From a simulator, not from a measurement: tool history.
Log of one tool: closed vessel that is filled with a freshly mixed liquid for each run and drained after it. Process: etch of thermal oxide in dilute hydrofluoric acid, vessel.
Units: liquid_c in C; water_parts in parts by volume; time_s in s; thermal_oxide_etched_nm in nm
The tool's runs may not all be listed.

run 1 hour=0 | liquid_c=26 water_parts=65 time_s=215 | thermal_oxide_etched_nm=17.562
run 2 hour=6.8 | liquid_c=28 water_parts=55 time_s=215 | thermal_oxide_etched_nm=23.181
run 3 hour=7.7 | liquid_c=28 water_parts=55 time_s=215 | thermal_oxide_etched_nm=23.059
run 4 hour=15.3 | liquid_c=29.5 water_parts=45 time_s=215 | thermal_oxide_etched_nm=30.271
run 5 hour=21 | liquid_c=30.5 water_parts=40 time_s=215 | thermal_oxide_etched_nm=35.783
run 6 hour=27.9 | liquid_c=30.5 water_parts=30 time_s=215 | thermal_oxide_etched_nm=48.512
run 7 hour=29.3 | liquid_c=31.5 water_parts=30 time_s=215 | thermal_oxide_etched_nm=50.433
run 8 hour=36.6 | liquid_c=34 water_parts=20 time_s=215 | thermal_oxide_etched_nm=84.126
run 9 hour=37.6 | liquid_c=33 water_parts=20 time_s=215 | thermal_oxide_etched_nm=81.602
run 10 hour=42.3 | liquid_c=32 water_parts=20 time_s=215 | thermal_oxide_etched_nm=78.82

The next listed run, before its measurement:
run 11 hour=47.4 | liquid_c=28 water_parts=20 time_s=215 | thermal_oxide_etched_nm=?

Run 11 gave thermal_oxide_etched_nm 66.446 nm.
